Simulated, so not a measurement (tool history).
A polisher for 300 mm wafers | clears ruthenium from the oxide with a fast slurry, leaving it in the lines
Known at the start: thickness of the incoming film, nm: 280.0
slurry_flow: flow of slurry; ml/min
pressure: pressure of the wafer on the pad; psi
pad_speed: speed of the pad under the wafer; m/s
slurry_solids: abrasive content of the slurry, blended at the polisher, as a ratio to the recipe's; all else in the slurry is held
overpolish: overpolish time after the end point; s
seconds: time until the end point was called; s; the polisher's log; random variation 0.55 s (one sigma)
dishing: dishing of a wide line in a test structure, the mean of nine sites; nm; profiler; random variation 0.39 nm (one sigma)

{"run": 1, "hour": 0.0, "slurry_flow": 240, "pressure": 3.2, "pad_speed": 0.82, "slurry_solids": 1, "overpolish": 18, "seconds": 57.739, "dishing": 56.708}
{"run": 2, "hour": 3.3, "slurry_flow": 245, "pressure": 3.1, "pad_speed": 0.82, "slurry_solids": 1, "overpolish": 16, "seconds": 59.786, "dishing": 51.075}
{"run": 3, "hour": 6.6, "slurry_flow": 245, "pressure": 3, "pad_speed": 0.82, "slurry_solids": 1, "overpolish": 15, "seconds": 62.524, "dishing": 47.975}
{"run": 4, "hour": 13.1, "slurry_flow": 245, "pressure": 3, "pad_speed": 0.82, "slurry_solids": 1.2, "overpolish": 15, "seconds": 57.263, "dishing": 51.474}
{"run": 5, "hour": 18.1, "slurry_flow": 245, "pressure": 3.5, "pad_speed": 0.82, "slurry_solids": 1.2, "overpolish": 15, "seconds": 48.706, "dishing": 58.184}
{"run": 6, "hour": 19.5, "slurry_flow": 285, "pressure": 3.5, "pad_speed": 0.82, "slurry_solids": 1.2, "overpolish": 15, "seconds": 48.705, "dishing": 58.222}

The next listed run, before its measurement:
{"run": 7, "hour": 27.1, "slurry_flow": 285, "pressure": 3.3, "pad_speed": 0.82, "slurry_solids": 1.2, "overpolish": 14, "seconds": "?", "dishing": "?"}

{"run 7": {"seconds": 50.75, "dishing": 52.291}}
